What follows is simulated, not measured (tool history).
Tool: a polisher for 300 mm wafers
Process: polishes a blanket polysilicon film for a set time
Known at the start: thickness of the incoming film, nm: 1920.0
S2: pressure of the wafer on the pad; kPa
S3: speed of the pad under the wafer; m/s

{"run": 1, "hour": 0.0, "flow of slurry (ml/min)": 195, "S2": 19.3, "S3": 1.08, "polishing time (s)": 42, "film removed (angstrom)": 3527.7}
{"run": 2, "hour": 6.7, "flow of slurry (ml/min)": 195, "S2": 17.9, "S3": 1.08, "polishing time (s)": 42, "film removed (angstrom)": 3165.8}
{"run": 3, "hour": 7.6, "flow of slurry (ml/min)": 195, "S2": 17.9, "S3": 0.88, "polishing time (s)": 42, "film removed (angstrom)": 2677.6}
{"run": 4, "hour": 8.7, "flow of slurry (ml/min)": 195, "S2": 17.9, "S3": 0.64, "polishing time (s)": 42, "film removed (angstrom)": 1960.3}
{"run": 5, "hour": 17.6, "flow of slurry (ml/min)": 195, "S2": 17.9, "S3": 0.64, "polishing time (s)": 37, "film removed (angstrom)": 1731.8}
{"run": 6, "hour": 18.5, "flow of slurry (ml/min)": 195, "S2": 20, "S3": 0.64, "polishing time (s)": 37, "film removed (angstrom)": 1913.5}
{"run": 7, "hour": 21.0, "flow of slurry (ml/min)": 195, "S2": 22.1, "S3": 0.64, "polishing time (s)": 37, "film removed (angstrom)": 2126.6}

Run 8 comes next. What will it give?
{"run": 8, "hour": 27.0, "flow of slurry (ml/min)": 195, "S2": 22.1, "S3": 0.64, "polishing time (s)": 37, "film removed (angstrom)": "?"}

film removed (angstrom): 2104.3

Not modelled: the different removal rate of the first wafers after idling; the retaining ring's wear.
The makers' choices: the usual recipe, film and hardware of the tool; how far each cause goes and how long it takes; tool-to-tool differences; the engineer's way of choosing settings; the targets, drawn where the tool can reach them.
